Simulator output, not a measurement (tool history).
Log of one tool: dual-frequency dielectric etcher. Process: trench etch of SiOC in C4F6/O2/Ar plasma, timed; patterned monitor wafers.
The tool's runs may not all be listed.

| run | hour | source power (kW) | bias power (kW) | etch time (s) | mean etch depth across the wafer (Å) |
|---|---|---|---|---|---|
| 1 | 0.0 | 0.280 | 0.171 | 29.5 | 544.76 |
| 2 | 1.1 | 0.280 | 0.188 | 29.5 | 568.00 |
| 3 | 3.5 | 0.280 | 0.188 | 30.5 | 589.45 |
| 4 | 9.6 | 0.280 | 0.188 | 29.5 | 568.14 |
| 5 | 13.3 | 0.290 | 0.189 | 29.5 | 575.84 |
| 6 | 16.8 | 0.250 | 0.189 | 29.5 | 552.34 |
| 7 | 19.7 | 0.260 | 0.192 | 29.5 | 559.34 |

Forecast run 8:
| 8 | 25.8 | 0.270 | 0.194 | 29.5 | ? |

mean etch depth across the wafer (Å): 568.01

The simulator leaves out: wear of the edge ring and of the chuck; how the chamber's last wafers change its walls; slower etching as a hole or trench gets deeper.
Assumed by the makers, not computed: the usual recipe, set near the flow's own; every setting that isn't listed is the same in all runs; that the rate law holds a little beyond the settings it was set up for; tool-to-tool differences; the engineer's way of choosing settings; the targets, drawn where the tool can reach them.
